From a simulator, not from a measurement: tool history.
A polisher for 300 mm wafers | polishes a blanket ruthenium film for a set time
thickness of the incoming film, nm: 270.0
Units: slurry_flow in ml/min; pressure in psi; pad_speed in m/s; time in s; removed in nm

Run 1, hour 0: slurry_flow 230 ml/min, pressure 2.2 psi, pad_speed 0.78 m/s, time 32 s. Result: removed 31.626 nm.
Run 2, hour 6.2: slurry_flow 230 ml/min, pressure 2.2 psi, pad_speed 0.94 m/s, time 32 s. Result: removed 38.816 nm.
Run 3, hour 13.3: slurry_flow 230 ml/min, pressure 2.2 psi, pad_speed 0.8 m/s, time 32 s. Result: removed 31.829 nm.
Run 4, hour 21.7: slurry_flow 230 ml/min, pressure 2.5 psi, pad_speed 0.8 m/s, time 32 s. Result: removed 37.403 nm.
Run 5, hour 24.6: slurry_flow 230 ml/min, pressure 2.5 psi, pad_speed 0.9 m/s, time 32 s. Result: removed 41.217 nm.
Run 6, hour 29.9: slurry_flow 230 ml/min, pressure 2.5 psi, pad_speed 0.9 m/s, time 28 s. Result: removed 35.872 nm.
Run 7, hour 34.7: slurry_flow 230 ml/min, pressure 2.7 psi, pad_speed 0.9 m/s, time 28 s. Result: removed 39.275 nm.

Run 8 comes next. What will it give?
Run 8, hour 39: slurry_flow 230 ml/min, pressure 2.9 psi, pad_speed 0.9 m/s, time 28 s. Result: removed ?.

removed: 41.087 nm
